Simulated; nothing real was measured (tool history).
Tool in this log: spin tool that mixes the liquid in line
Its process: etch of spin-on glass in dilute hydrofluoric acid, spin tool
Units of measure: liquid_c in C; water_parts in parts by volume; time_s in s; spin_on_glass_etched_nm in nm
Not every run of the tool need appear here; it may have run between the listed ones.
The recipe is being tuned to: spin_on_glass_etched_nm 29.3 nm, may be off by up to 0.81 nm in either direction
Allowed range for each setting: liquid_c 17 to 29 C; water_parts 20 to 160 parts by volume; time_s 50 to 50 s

run  hour  liquid_c  water_parts  time_s  spin_on_glass_etched_nm
  1     0        21           90      50                   16.878
  2   7.5        22           90      50                   17.325
  3    13        22          105      50                   14.748
  4  16.3      23.5          105      50                   15.757
  5  22.1        24          100      50                   17.083
  6    29      24.5           95      50                   18.326
  7  29.7        25           90      50                   19.885
  8  32.7        29           65      50                   33.277
  9  35.1      28.5           65      50                   32.325
 10  42.8      27.5           65      50                   31.326
 11  48.9      26.5           65      50                   30.025

Which of these 4 next moves meets every target?
  A    55      25.5           60      50                        ?
  B    55      27.5           65      50                        ?
  C    55        28           70      50                        ?
  D    55        29           70      50                        ?

move  spin_on_glass_etched_nm
   A                   31.225
   B                   31.055
   C                   29.221
   D                   30.404
A: further off than the last run
B: further off than the last run
C: all results land within tolerance of their targets
D: further off than the last run
Answer: C

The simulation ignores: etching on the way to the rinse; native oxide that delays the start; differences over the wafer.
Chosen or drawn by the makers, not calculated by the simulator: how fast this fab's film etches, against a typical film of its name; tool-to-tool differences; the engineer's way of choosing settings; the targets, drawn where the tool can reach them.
